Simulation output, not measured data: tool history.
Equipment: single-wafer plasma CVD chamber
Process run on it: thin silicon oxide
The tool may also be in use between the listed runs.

run  hour  heater temperature setpoint (K)  chamber pressure (Pa)  RF power (W)  deposition time (s)  mean film thickness on the monitor wafer (Å)
  1   0.0                           673.15                   89.7           295                 5.90                                        96.470
  2   6.9                           673.15                   88.1           295                 5.90                                        95.372
  3  15.1                           673.15                   86.7           295                 5.90                                        93.820
  4  16.4                           673.15                   73.1           295                 5.90                                        79.259
  5  23.7                           665.15                   73.1           295                 5.90                                        79.064
  6  27.4                           665.15                   73.1           275                 5.90                                        78.038

Predict the results of run 7:
  7  35.9                           665.15                   75.1           275                 5.90                                             ?

mean film thickness on the monitor wafer (Å): 80.558
